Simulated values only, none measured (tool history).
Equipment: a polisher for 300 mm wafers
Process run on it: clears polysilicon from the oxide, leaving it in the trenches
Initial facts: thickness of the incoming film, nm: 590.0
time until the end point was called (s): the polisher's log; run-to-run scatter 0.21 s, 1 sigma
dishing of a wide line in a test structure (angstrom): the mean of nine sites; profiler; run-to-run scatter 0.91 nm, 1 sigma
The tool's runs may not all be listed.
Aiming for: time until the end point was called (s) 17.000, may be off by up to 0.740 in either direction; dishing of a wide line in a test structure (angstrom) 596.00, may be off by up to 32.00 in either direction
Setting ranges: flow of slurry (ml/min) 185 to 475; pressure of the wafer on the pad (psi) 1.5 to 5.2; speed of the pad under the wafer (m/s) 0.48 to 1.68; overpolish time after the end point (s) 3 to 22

run    day  flow of slurry (ml/min)  pressure of the wafer on the pad (psi)  speed of the pad under the wafer (m/s)  overpolish time after the end point (s)  time until the end point was called (s)  dishing of a wide line in a test structure (angstrom)
  1  0.000                      305                                     3.3                                    1.08                                       11                                   30.414                                                 578.23
  2  0.333                      305                                     3.3                                    1.34                                       11                                   24.153                                                 592.84
  3  0.558                      305                                     3.3                                    1.34                                        8                                   24.189                                                 562.90
  4  0.725                      305                                     3.3                                    1.34                                       10                                   24.782                                                 572.08
  5  0.862                      305                                     3.3                                    1.54                                       10                                   21.639                                                 601.23
  6  1.017                      305                                     2.7                                    1.54                                       10                                   24.067                                                 569.19
  7  1.150                      305                                     3.0                                    1.56                                        9                                   22.745                                                 584.02
  8  1.488                      305                                     3.3                                    1.58                                        8                                   21.164                                                 577.81
  9  1.508                      305                                     3.3                                    1.58                                        8                                   21.058                                                 581.36
 10  1.654                      305                                     3.5                                    1.60                                        7                                   19.403                                                 558.34
 11  1.775                      305                                     4.0                                    1.62                                       11                                   17.904                                                 610.52
 12  2.067                      305                                     4.0                                    1.62                                       11                                   17.904                                                 608.56

Exercise: of the 5 proposed moves below, exactly one satisfies all targets within the stated allowed misses. Which move is it?
  A  2.358                      290                                     4.4                                    1.44                                       13                                        ?                                                      ?
  B  2.358                      400                                     3.6                                    1.60                                        7                                        ?                                                      ?
  C  2.358                      240                                     4.4                                    1.62                                        9                                        ?                                                      ?
  D  2.358                      300                                     3.7                                    1.56                                       12                                        ?                                                      ?
  E  2.358                      325                                     3.5                                    1.60                                       10                                        ?                                                      ?

move  time until the end point was called (s)  dishing of a wide line in a test structure (angstrom)
   A                                   18.128                                                 596.75
   B                                   18.485                                                 576.84
   C                                   16.461                                                 593.07
   D                                   18.997                                                 595.57
   E                                   19.155                                                 591.91
A: lands further from the targets than the last run did
B: lands further from the targets than the last run did
C: every result within its allowed miss
D: lands further from the targets than the last run did
E: lands further from the targets than the last run did
The move that meets every target is C.
